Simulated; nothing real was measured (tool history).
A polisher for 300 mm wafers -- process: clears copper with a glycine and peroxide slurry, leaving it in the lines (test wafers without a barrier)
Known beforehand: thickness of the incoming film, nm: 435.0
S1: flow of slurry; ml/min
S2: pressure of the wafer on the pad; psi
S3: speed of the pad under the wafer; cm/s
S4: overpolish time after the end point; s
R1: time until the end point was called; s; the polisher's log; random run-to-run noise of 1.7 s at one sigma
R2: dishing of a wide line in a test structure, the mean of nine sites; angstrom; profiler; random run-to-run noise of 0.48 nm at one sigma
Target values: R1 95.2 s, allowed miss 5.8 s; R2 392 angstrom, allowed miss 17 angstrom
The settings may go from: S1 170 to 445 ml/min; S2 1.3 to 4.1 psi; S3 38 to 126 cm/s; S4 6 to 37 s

run  hour   S1   S2  S3  S4      R1      R2
  1     0  285  2.7  82  19  77.766  696.21
  2   7.4  285  2.6  82  18  78.205  675.33
  3    11  285  2.5  80  17   84.49  608.48
  4  19.8  285  2.5  80  16  81.155  570.66
  5  28.4  320  2.5  80  16  79.767  577.05
  6  29.3  320  2.5  72  16  87.373  532.73
  7  37.1  320  2.5  72  16  84.399   534.1
  8  38.5  330  2.4  72  16  90.086  549.96
  9  44.1  250  2.4  64  10  100.56  316.09
 10  46.8  260  2.4  64  10     102  321.94
 11  48.5  270  2.4  64  10  98.971  316.95
 12  53.6  275  2.4  64  10   98.73  318.86
 13  59.5  280  2.4  64  10  100.73  319.72
 14  66.2  285  2.4  64  10  98.802  322.95
 15  70.8  280  2.6  64  14  96.247  454.88
 16  72.8  280  2.6  64  14  97.766  454.75
 17  78.5  275  2.6  64  14   97.28  451.24
 18  87.3  270  2.5  68  13   93.46  430.13
 19  95.8  270  2.3  70  11  94.844  358.05

4 next moves are on the table. One of them brings every result within its allowed miss. Which?
  A  104.3  245  2.1  72  10   ?   ?
  B  104.3  185    2  88  10   ?   ?
  C  104.3  290  2.5  66  12   ?   ?
  D  104.3  300  2.3  70  10   ?   ?

move      R1      R2
   A  99.131  322.01
   B  91.309  345.58
   C  94.223  399.81
   D  94.204  337.95
A: the biggest miss grows against the last run
B: the biggest miss grows against the last run
C: each result inside its tolerance
D: the biggest miss grows against the last run
Go with C: it meets all targets.

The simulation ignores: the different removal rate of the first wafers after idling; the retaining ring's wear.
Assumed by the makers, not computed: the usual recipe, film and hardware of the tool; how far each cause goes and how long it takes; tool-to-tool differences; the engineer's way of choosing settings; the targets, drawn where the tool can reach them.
